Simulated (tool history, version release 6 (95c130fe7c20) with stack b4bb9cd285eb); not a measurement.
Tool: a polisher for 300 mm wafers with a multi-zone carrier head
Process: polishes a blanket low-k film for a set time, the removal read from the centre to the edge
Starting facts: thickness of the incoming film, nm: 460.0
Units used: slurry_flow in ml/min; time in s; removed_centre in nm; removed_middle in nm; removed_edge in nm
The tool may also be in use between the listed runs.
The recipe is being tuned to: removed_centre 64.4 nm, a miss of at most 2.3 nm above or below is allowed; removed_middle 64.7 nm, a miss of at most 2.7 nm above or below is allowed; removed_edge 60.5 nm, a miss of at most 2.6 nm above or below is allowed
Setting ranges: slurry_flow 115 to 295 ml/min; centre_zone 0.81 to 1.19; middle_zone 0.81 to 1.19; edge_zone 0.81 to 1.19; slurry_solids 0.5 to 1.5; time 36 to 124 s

run,hour,slurry_flow,centre_zone,middle_zone,edge_zone,slurry_solids,time,removed_centre,removed_middle,removed_edge
1,0,190,1,1,1,1,79,43.823,42.576,42.281
2,2.9,190,1.05,1,1,1,79,44.843,41.954,42.936
3,3.8,190,1.05,1,0.95,1,79,45.04,42.701,41.383
4,6.2,190,1.05,1,0.88,1,79,45.471,42.978,40.622
5,7.6,190,1.01,1,0.88,1,79,43.629,41.873,39.413
6,13.5,200,1.06,1.04,0.95,1.15,80,51.482,49.342,45.96
7,19.7,235,1.13,1.14,1.05,1.4,81,62.581,61.393,55.055
8,22.4,240,1.12,1.14,1.08,1.45,81,63.198,61.902,57.716
9,30.4,245,1.12,1.15,1.09,1.45,81,63.554,61.905,57.06

Below are 5 possible settings for the next run. Only one of them brings all results inside the allowed miss of their targets. Which is it?
A,38.4,285,1.09,1.15,1.14,1.15,93,?,?,?
B,38.4,205,0.98,1.07,1.11,1.5,85,?,?,?
C,38.4,280,1.05,0.93,1.19,1.45,84,?,?,?
D,38.4,265,1.17,1.14,1.07,1.45,78,?,?,?
E,38.4,245,1.14,1.08,1.13,1.5,81,?,?,?

move,removed_centre,removed_middle,removed_edge
A,63.09,64.597,60.544
B,56.234,60.59,60.24
C,61.353,54.577,62.837
D,63.192,59.832,54.844
E,64.152,59.612,59.015
A: each result inside its tolerance
B: brings the result that was furthest off to its target, and leaves another outside
C: brings the result that was furthest off to its target, and leaves another outside
D: the biggest miss grows against the last run
E: brings the result that was furthest off to its target, and leaves another outside
Correct choice: A, which meets every target

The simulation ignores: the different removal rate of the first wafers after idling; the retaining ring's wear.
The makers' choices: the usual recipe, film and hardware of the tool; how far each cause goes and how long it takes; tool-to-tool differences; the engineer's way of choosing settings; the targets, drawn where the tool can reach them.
